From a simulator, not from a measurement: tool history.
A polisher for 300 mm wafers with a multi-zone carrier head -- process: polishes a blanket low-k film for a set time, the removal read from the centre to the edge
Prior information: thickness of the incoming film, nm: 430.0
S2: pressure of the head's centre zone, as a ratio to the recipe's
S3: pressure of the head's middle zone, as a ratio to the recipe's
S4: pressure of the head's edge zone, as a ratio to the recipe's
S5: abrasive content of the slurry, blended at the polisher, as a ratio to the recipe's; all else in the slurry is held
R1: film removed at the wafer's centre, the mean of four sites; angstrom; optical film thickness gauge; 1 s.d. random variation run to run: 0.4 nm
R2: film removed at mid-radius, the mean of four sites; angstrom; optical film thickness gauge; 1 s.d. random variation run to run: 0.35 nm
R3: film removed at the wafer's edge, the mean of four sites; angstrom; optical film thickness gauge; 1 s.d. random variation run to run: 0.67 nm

{"run": 1, "day": 0.0, "flow of slurry (ml/min)": 220, "S2": 1, "S3": 1, "S4": 1, "S5": 1, "polishing time (s)": 88, "R1": 324.56, "R2": 317.32, "R3": 335.11}
{"run": 2, "day": 0.129, "flow of slurry (ml/min)": 230, "S2": 1.04, "S3": 1, "S4": 1.04, "S5": 1.1, "polishing time (s)": 88, "R1": 358.07, "R2": 336.66, "R3": 362.86}
{"run": 3, "day": 0.404, "flow of slurry (ml/min)": 280, "S2": 1.04, "S3": 1, "S4": 1.04, "S5": 1.1, "polishing time (s)": 88, "R1": 366.94, "R2": 338.71, "R3": 368.12}
{"run": 4, "day": 0.638, "flow of slurry (ml/min)": 315, "S2": 1.04, "S3": 1, "S4": 1.04, "S5": 1.1, "polishing time (s)": 88, "R1": 376.32, "R2": 342.05, "R3": 377.38}
{"run": 5, "day": 0.675, "flow of slurry (ml/min)": 315, "S2": 1.04, "S3": 1.05, "S4": 1.04, "S5": 1.1, "polishing time (s)": 88, "R1": 371.07, "R2": 360.8, "R3": 368.65}
{"run": 6, "day": 0.988, "flow of slurry (ml/min)": 315, "S2": 1.04, "S3": 1.05, "S4": 1.04, "S5": 1.1, "polishing time (s)": 108, "R1": 457.2, "R2": 449.65, "R3": 453.53}
{"run": 7, "day": 1.15, "flow of slurry (ml/min)": 315, "S2": 1.05, "S3": 1.02, "S4": 1.04, "S5": 1.1, "polishing time (s)": 108, "R1": 469.15, "R2": 426.63, "R3": 443.97}

Expected results for the next run?
{"run": 8, "day": 1.25, "flow of slurry (ml/min)": 315, "S2": 1.05, "S3": 1, "S4": 1.05, "S5": 1.1, "polishing time (s)": 108, "R1": "?", "R2": "?", "R3": "?"}

Logged for run 8: R1 458.56 angstrom, R2 420.39 angstrom, R3 458.54 angstrom.
